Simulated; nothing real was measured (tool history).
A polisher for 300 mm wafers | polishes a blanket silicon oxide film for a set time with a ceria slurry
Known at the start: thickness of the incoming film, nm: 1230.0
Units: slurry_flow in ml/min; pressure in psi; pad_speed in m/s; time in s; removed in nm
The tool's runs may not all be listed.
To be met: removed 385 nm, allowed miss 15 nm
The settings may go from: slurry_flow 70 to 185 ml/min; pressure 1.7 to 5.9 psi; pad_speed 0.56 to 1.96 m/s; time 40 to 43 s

run    day  slurry_flow  pressure  pad_speed  time  removed
  1      0          120       3.8       1.26    43    245.6
  2  0.354          120       3.8       0.98    43   191.66
  3  0.667          120       4.3       0.98    43   209.82
  4  0.775          120       4.3       0.98    43    206.7
  5  0.862          120       3.4       0.98    43   172.47
  6  0.892          120         3       0.98    43   159.48
  7   1.15          125         4       1.06    43   213.51
  8  1.525          130       4.6       1.12    43   253.77
  9  1.554          130         5       1.18    43   292.16
 10  1.617          130       5.3       1.22    43   305.48
 11  1.712          130       5.3       1.22    43   311.05
 12  2.046          135       5.5       1.24    43   326.05
 13  2.138          135       5.6       1.28    43   339.42
 14  2.208          135       5.7       1.32    43   357.56
 15  2.454          135       5.8       1.34    43   366.41

5 next moves are on the table. One of them brings every result within its allowed miss. Which?
  A  2.7          110       5.3        1.4    40        ?
  B  2.7          160       5.9       1.38    42        ?
  C  2.7          135       5.3        1.4    41        ?
  D  2.7          150       5.4        1.3    43        ?
  E  2.7          145       5.7       1.28    40        ?

move  removed
   A   316.87
   B   386.21
   C   339.39
   D   342.94
   E   326.62
A: further off than the last run
B: meets every target
C: further off than the last run
D: further off than the last run
E: further off than the last run
The right move is B.

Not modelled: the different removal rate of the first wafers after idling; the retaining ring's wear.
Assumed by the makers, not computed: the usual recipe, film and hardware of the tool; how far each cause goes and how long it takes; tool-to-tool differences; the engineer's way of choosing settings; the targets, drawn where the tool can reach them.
